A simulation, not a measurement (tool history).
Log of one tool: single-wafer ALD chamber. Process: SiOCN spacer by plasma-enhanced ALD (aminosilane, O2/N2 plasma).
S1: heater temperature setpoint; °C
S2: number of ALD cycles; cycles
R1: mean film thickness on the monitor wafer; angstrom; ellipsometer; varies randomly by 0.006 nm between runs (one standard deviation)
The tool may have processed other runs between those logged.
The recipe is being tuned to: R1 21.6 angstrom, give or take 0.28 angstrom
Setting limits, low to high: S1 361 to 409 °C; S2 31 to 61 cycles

run    day   S1  S2      R1
  1      0  385  46  24.824
  2  0.183  385  50  27.092
  3  0.325  385  48  26.018
  4  0.496  385  50  27.057
  5  0.646  391  50  27.166
  6  0.783  391  47  25.547
  7  0.992  391  45  24.443
  8  1.146  391  44  23.805
  9  1.408  391  43  23.244
 10  1.658  391  42  22.711
 11  1.996  391  41  22.173

Exercise: of the 5 proposed moves below, exactly one satisfies all targets within the stated allowed misses. Which move is it?
  A  2.333  386  42   ?
  B  2.333  405  43   ?
  C  2.333  394  41   ?
  D  2.333  397  40   ?
  E  2.333  389  39   ?

move      R1
   A  22.735
   B  22.783
   C  22.194
   D  21.651
   E  21.111
A: its largest miss is bigger than the last run's
B: its largest miss is bigger than the last run's
C: about as far from the targets as the last run
D: each result inside its tolerance
E: the result that was furthest off in the last run now lies on the other side of its target
D is the move that brings every result within its allowed miss.
